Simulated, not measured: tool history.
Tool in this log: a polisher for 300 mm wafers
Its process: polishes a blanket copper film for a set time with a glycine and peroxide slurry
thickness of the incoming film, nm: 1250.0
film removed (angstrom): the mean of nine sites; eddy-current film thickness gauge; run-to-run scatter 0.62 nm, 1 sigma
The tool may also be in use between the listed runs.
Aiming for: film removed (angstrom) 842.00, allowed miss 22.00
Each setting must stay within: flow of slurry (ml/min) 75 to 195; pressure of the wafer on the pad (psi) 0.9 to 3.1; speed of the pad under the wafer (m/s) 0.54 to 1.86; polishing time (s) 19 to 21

run  hour  flow of slurry (ml/min)  pressure of the wafer on the pad (psi)  speed of the pad under the wafer (m/s)  polishing time (s)  film removed (angstrom)
  1   0.0                      125                                     2.0                                    1.18                  21                  1116.50
  2   0.7                      125                                     2.0                                    1.18                  19                  1020.90
  3   2.3                      105                                     2.0                                    1.18                  19                   984.25
  4   9.7                      105                                     1.5                                    1.18                  19                   794.95
  5  12.6                      105                                     1.5                                    1.08                  19                   730.12
  6  15.8                      110                                     1.5                                    1.08                  19                   749.38
  7  18.6                      115                                     1.5                                    1.08                  19                   746.50
  8  22.2                      120                                     1.5                                    1.08                  19                   752.10
  9  24.3                      125                                     1.5                                    1.08                  19                   758.53
 10  30.6                      130                                     1.5                                    1.08                  19                   767.55

Which of these 5 next moves meets every target?
  A  36.9                      125                                     1.3                                    1.14                  21                        ?
  B  36.9                      125                                     1.4                                    1.16                  21                        ?
  C  36.9                      120                                     1.3                                    1.16                  21                        ?
  D  36.9                      130                                     1.2                                    1.24                  21                        ?
  E  36.9                      150                                     1.6                                    0.92                  19                        ?

move  film removed (angstrom)
   A                   795.10
   B                   849.52
   C                   798.35
   D                   803.61
   E                   740.60
A: moves toward the targets from the last run without getting all of them in spec
B: every result within its allowed miss
C: moves toward the targets from the last run without getting all of them in spec
D: moves toward the targets from the last run without getting all of them in spec
E: its largest miss is bigger than the last run's
Answer: B

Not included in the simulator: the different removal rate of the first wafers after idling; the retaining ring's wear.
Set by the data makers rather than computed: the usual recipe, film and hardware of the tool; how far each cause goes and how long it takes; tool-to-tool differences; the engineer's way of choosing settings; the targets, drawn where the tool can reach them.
